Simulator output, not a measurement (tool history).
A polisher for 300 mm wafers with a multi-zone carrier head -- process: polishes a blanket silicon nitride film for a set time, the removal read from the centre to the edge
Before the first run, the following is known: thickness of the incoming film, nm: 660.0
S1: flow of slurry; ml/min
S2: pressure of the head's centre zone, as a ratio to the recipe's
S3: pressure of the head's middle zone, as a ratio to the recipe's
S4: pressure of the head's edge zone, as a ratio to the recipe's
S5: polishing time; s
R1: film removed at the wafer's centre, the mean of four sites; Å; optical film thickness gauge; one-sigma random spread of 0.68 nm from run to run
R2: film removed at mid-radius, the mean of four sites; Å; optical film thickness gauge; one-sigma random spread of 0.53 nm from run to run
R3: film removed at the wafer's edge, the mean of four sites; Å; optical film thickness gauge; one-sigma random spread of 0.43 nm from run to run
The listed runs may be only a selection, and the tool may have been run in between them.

{"run": 1, "hour": 0.0, "S1": 320, "S2": 1.0, "S3": 1.0, "S4": 1.0, "S5": 45, "R1": 863.26, "R2": 858.44, "R3": 880.42}
{"run": 2, "hour": 4.1, "S1": 320, "S2": 1.05, "S3": 1.0, "S4": 1.0, "S5": 45, "R1": 888.22, "R2": 858.35, "R3": 878.56}
{"run": 3, "hour": 6.7, "S1": 320, "S2": 1.05, "S3": 1.0, "S4": 1.0, "S5": 50, "R1": 1013.4, "R2": 965.27, "R3": 998.67}
{"run": 4, "hour": 12.5, "S1": 315, "S2": 1.04, "S3": 0.99, "S4": 0.99, "S5": 47, "R1": 929.52, "R2": 884.37, "R3": 924.67}
{"run": 5, "hour": 17.2, "S1": 240, "S2": 1.04, "S3": 0.99, "S4": 0.99, "S5": 47, "R1": 924.58, "R2": 866.06, "R3": 909.84}
{"run": 6, "hour": 19.3, "S1": 240, "S2": 1.04, "S3": 0.99, "S4": 1.03, "S5": 47, "R1": 911.43, "R2": 869.4, "R3": 914.33}
{"run": 7, "hour": 26.2, "S1": 240, "S2": 1.04, "S3": 0.99, "S4": 1.02, "S5": 44, "R1": 849.35, "R2": 819.69, "R3": 858.72}
{"run": 8, "hour": 31.5, "S1": 240, "S2": 1.04, "S3": 0.99, "S4": 1.01, "S5": 42, "R1": 797.17, "R2": 789.09, "R3": 804.95}
{"run": 9, "hour": 34.9, "S1": 240, "S2": 1.04, "S3": 0.99, "S4": 1.01, "S5": 42, "R1": 819.8, "R2": 786.79, "R3": 823.21}
{"run": 10, "hour": 40.8, "S1": 240, "S2": 1.04, "S3": 0.99, "S4": 1.0, "S5": 40, "R1": 795.19, "R2": 751.25, "R3": 779.56}
{"run": 11, "hour": 43.7, "S1": 240, "S2": 1.03, "S3": 0.99, "S4": 1.0, "S5": 38, "R1": 727.2, "R2": 700.94, "R3": 737.88}
{"run": 12, "hour": 52.6, "S1": 240, "S2": 1.03, "S3": 0.99, "S4": 0.99, "S5": 36, "R1": 681.08, "R2": 660.76, "R3": 691.64}
{"run": 13, "hour": 61.3, "S1": 240, "S2": 1.03, "S3": 0.99, "S4": 0.97, "S5": 35, "R1": 681.99, "R2": 650.03, "R3": 661.12}
{"run": 14, "hour": 66.4, "S1": 240, "S2": 1.01, "S3": 0.98, "S4": 0.96, "S5": 34, "R1": 635.99, "R2": 629.43, "R3": 649.5}
{"run": 15, "hour": 70.9, "S1": 240, "S2": 1.01, "S3": 0.97, "S4": 0.95, "S5": 33, "R1": 640.87, "R2": 608.52, "R3": 621.52}
{"run": 16, "hour": 78.1, "S1": 240, "S2": 0.99, "S3": 0.96, "S4": 0.94, "S5": 33, "R1": 617.17, "R2": 601.18, "R3": 625.39}
{"run": 17, "hour": 79.1, "S1": 240, "S2": 0.98, "S3": 0.96, "S4": 0.93, "S5": 32, "R1": 585.68, "R2": 590.98, "R3": 611.59}

Estimate the outcome of run 18 from the log above:
{"run": 18, "hour": 83.5, "S1": 240, "S2": 0.98, "S3": 0.95, "S4": 0.92, "S5": 32, "R1": "?", "R2": "?", "R3": "?"}

Run 18 gave R1 582.83 Å, R2 574.09 Å, R3 604.19 Å.

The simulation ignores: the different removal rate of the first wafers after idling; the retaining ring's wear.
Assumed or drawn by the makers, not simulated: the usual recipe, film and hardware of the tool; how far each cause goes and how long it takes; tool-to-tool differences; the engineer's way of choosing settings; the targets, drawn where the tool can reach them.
